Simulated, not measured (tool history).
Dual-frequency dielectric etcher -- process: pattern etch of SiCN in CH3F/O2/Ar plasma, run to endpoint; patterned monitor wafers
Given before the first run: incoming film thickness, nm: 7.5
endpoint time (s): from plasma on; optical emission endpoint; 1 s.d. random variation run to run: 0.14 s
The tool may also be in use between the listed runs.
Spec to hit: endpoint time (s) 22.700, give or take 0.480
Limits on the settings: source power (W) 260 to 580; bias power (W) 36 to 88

| run | hour | source power (W) | bias power (W) | endpoint time (s) |
|---|---|---|---|---|
| 1 | 0.0 | 420 | 62 | 20.762 |
| 2 | 8.9 | 410 | 62 | 20.948 |
| 3 | 14.9 | 400 | 62 | 21.080 |
| 4 | 23.3 | 460 | 62 | 19.956 |
| 5 | 31.8 | 490 | 62 | 19.287 |
| 6 | 34.1 | 450 | 62 | 20.013 |
| 7 | 34.9 | 440 | 62 | 20.373 |
| 8 | 40.8 | 430 | 62 | 20.429 |
| 9 | 43.7 | 350 | 56 | 23.401 |

Next run, 5 choices. One meets every target within its allowed miss, the rest don't. Which?
| A | 46.6 | 370 | 55 | ? |
| B | 46.6 | 370 | 62 | ? |
| C | 46.6 | 310 | 61 | ? |
| D | 46.6 | 270 | 73 | ? |
| E | 46.6 | 350 | 53 | ? |

| move | endpoint time (s) |
|---|---|
| A | 22.772 |
| B | 21.927 |
| C | 23.951 |
| D | 24.113 |
| E | 23.641 |
A: all results in spec
B: takes the biggest miss from the last run beyond its target
C: misses by more than the last run did
D: misses by more than the last run did
E: misses by more than the last run did
The move that meets every target is A.
